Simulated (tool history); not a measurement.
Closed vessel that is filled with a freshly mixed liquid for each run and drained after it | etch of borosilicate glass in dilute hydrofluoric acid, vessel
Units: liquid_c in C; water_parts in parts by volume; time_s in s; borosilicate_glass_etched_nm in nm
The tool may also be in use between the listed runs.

run 1 hour=0 | liquid_c=24 water_parts=215 time_s=185 | borosilicate_glass_etched_nm=21.176
run 2 hour=2.7 | liquid_c=26 water_parts=215 time_s=185 | borosilicate_glass_etched_nm=22.615
run 3 hour=10.5 | liquid_c=26 water_parts=215 time_s=185 | borosilicate_glass_etched_nm=22.507
run 4 hour=12.1 | liquid_c=26 water_parts=215 time_s=135 | borosilicate_glass_etched_nm=16.538
run 5 hour=20 | liquid_c=26 water_parts=225 time_s=135 | borosilicate_glass_etched_nm=15.853
run 6 hour=25.3 | liquid_c=27.5 water_parts=225 time_s=135 | borosilicate_glass_etched_nm=16.327
run 7 hour=26.4 | liquid_c=27.5 water_parts=230 time_s=135 | borosilicate_glass_etched_nm=15.914

Forecast run 8:
run 8 hour=35.2 | liquid_c=27.5 water_parts=235 time_s=135 | borosilicate_glass_etched_nm=?

Run 8 gave borosilicate_glass_etched_nm 15.385 nm.
